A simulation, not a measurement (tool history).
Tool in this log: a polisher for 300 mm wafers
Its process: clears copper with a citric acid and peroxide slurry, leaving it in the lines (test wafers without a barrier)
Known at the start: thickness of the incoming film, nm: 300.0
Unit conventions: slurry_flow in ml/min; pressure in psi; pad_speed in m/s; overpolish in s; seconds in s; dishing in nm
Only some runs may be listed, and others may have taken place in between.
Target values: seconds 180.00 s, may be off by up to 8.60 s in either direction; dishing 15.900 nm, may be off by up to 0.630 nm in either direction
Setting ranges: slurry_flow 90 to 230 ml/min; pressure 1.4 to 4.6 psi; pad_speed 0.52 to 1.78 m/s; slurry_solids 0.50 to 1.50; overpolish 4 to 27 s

run 1 hour=0.0 | slurry_flow=150 pressure=3.0 pad_speed=1.14 slurry_solids=1.00 overpolish=14 | seconds=129.32 dishing=16.355
run 2 hour=3.6 | slurry_flow=145 pressure=2.7 pad_speed=1.14 slurry_solids=1.00 overpolish=15 | seconds=145.33 dishing=16.056
run 3 hour=8.7 | slurry_flow=140 pressure=2.5 pad_speed=1.14 slurry_solids=1.00 overpolish=16 | seconds=160.09 dishing=15.892
run 4 hour=11.6 | slurry_flow=140 pressure=2.5 pad_speed=1.14 slurry_solids=1.00 overpolish=21 | seconds=158.95 dishing=18.233
run 5 hour=19.0 | slurry_flow=140 pressure=2.5 pad_speed=1.14 slurry_solids=1.15 overpolish=21 | seconds=155.48 dishing=18.703
run 6 hour=20.3 | slurry_flow=140 pressure=2.5 pad_speed=1.30 slurry_solids=1.15 overpolish=21 | seconds=133.37 dishing=19.297
run 7 hour=22.2 | slurry_flow=135 pressure=2.3 pad_speed=1.30 slurry_solids=1.15 overpolish=21 | seconds=144.15 dishing=18.901
run 8 hour=28.3 | slurry_flow=135 pressure=2.1 pad_speed=1.30 slurry_solids=1.15 overpolish=20 | seconds=159.12 dishing=17.607
run 9 hour=32.8 | slurry_flow=135 pressure=2.0 pad_speed=1.30 slurry_solids=1.15 overpolish=20 | seconds=165.25 dishing=17.297
run 10 hour=40.1 | slurry_flow=135 pressure=1.9 pad_speed=1.30 slurry_solids=1.15 overpolish=20 | seconds=179.09 dishing=16.864

Which of these 5 next moves meets every target?
run A hour=47.4 | slurry_flow=130 pressure=2.0 pad_speed=1.20 slurry_solids=1.15 overpolish=24 | seconds=? dishing=?
run B hour=47.4 | slurry_flow=160 pressure=1.8 pad_speed=1.38 slurry_solids=1.00 overpolish=23 | seconds=? dishing=?
run C hour=47.4 | slurry_flow=135 pressure=1.7 pad_speed=1.42 slurry_solids=1.20 overpolish=25 | seconds=? dishing=?
run D hour=47.4 | slurry_flow=155 pressure=2.2 pad_speed=1.14 slurry_solids=1.00 overpolish=22 | seconds=? dishing=?
run E hour=47.4 | slurry_flow=180 pressure=3.0 pad_speed=0.78 slurry_solids=1.05 overpolish=18 | seconds=? dishing=?

move=A seconds=183.08 dishing=18.372
move=B seconds=174.17 dishing=18.365
move=C seconds=178.95 dishing=18.867
move=D seconds=173.73 dishing=18.081
move=E seconds=179.44 dishing=15.901
A: further off than the last run
B: further off than the last run
C: further off than the last run
D: further off than the last run
E: each result inside its tolerance
Correct choice: E, which meets every target
